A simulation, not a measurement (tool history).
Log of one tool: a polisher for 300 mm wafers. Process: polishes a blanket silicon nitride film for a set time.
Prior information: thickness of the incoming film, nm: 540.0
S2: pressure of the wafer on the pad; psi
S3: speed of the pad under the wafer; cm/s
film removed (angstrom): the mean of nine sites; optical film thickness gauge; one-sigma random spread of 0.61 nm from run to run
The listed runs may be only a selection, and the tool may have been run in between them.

{"run": 1, "hour": 0.0, "flow of slurry (ml/min)": 245, "S2": 2.4, "S3": 126, "polishing time (s)": 75, "film removed (angstrom)": 1111.9}
{"run": 2, "hour": 5.1, "flow of slurry (ml/min)": 240, "S2": 2.2, "S3": 126, "polishing time (s)": 75, "film removed (angstrom)": 1008.0}
{"run": 3, "hour": 12.6, "flow of slurry (ml/min)": 235, "S2": 2.1, "S3": 126, "polishing time (s)": 75, "film removed (angstrom)": 963.21}
{"run": 4, "hour": 17.3, "flow of slurry (ml/min)": 230, "S2": 2.0, "S3": 126, "polishing time (s)": 75, "film removed (angstrom)": 918.66}
{"run": 5, "hour": 23.4, "flow of slurry (ml/min)": 225, "S2": 2.0, "S3": 126, "polishing time (s)": 75, "film removed (angstrom)": 906.06}
{"run": 6, "hour": 24.0, "flow of slurry (ml/min)": 215, "S2": 2.0, "S3": 126, "polishing time (s)": 75, "film removed (angstrom)": 897.73}
{"run": 7, "hour": 29.8, "flow of slurry (ml/min)": 210, "S2": 2.0, "S3": 126, "polishing time (s)": 75, "film removed (angstrom)": 905.25}
{"run": 8, "hour": 36.2, "flow of slurry (ml/min)": 205, "S2": 2.0, "S3": 126, "polishing time (s)": 75, "film removed (angstrom)": 898.79}
{"run": 9, "hour": 37.8, "flow of slurry (ml/min)": 200, "S2": 2.0, "S3": 126, "polishing time (s)": 75, "film removed (angstrom)": 894.13}
{"run": 10, "hour": 44.3, "flow of slurry (ml/min)": 200, "S2": 2.0, "S3": 126, "polishing time (s)": 75, "film removed (angstrom)": 900.68}
{"run": 11, "hour": 45.7, "flow of slurry (ml/min)": 195, "S2": 2.0, "S3": 126, "polishing time (s)": 75, "film removed (angstrom)": 898.91}

Forecast run 12:
{"run": 12, "hour": 53.5, "flow of slurry (ml/min)": 190, "S2": 2.0, "S3": 126, "polishing time (s)": 75, "film removed (angstrom)": "?"}

film removed (angstrom): 894.88
